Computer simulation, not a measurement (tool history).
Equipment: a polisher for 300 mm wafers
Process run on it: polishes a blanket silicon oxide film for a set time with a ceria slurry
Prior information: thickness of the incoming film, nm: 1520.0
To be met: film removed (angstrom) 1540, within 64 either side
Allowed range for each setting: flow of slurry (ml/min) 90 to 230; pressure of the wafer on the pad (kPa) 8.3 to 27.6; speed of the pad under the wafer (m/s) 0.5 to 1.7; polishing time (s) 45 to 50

run,hour,flow of slurry (ml/min),pressure of the wafer on the pad (kPa),speed of the pad under the wafer (m/s),polishing time (s),film removed (angstrom)
1,0,150,17.9,1.1,50,1958.7
2,6.9,150,15.9,1.1,50,1811.1
3,13.3,150,18.6,1.1,50,1998.9
4,17.2,150,18.6,0.96,50,1796.5
5,20.6,150,17.9,0.96,50,1704.8
6,26.9,150,20.7,0.96,50,1891.7
7,32.4,150,20,0.96,50,1837
8,37.2,150,19.3,0.96,50,1798.2
9,45.1,150,18.6,0.96,50,1795.5
# hour 49.7: slurry nozzle cleaned
10,49.7,150,17.9,0.96,50,2022.4
11,57.6,140,13.1,0.7,49,1257.5
12,61.4,140,13.8,0.7,49,1318.2
13,69.4,140,14.5,0.7,49,1338.3
14,78.4,140,15.2,0.7,49,1377.4

Exercise: of the 5 proposed moves below, exactly one satisfies all targets within the stated allowed misses. Which move is it?
A,87.4,155,12.4,0.88,50,?
B,87.4,145,15.9,0.72,49,?
C,87.4,145,17.2,0.64,50,?
D,87.4,140,15.9,0.74,45,?
E,87.4,140,13.8,0.74,50,?

move,film removed (angstrom)
A,1513.8
B,1437.3
C,1413.5
D,1337.5
E,1375.6
A: meets every target
B: an improvement on the last run, though not all results are within tolerance
C: an improvement on the last run, though not all results are within tolerance
D: further off than the last run
E: no nearer and no further than the last run
Answer: A
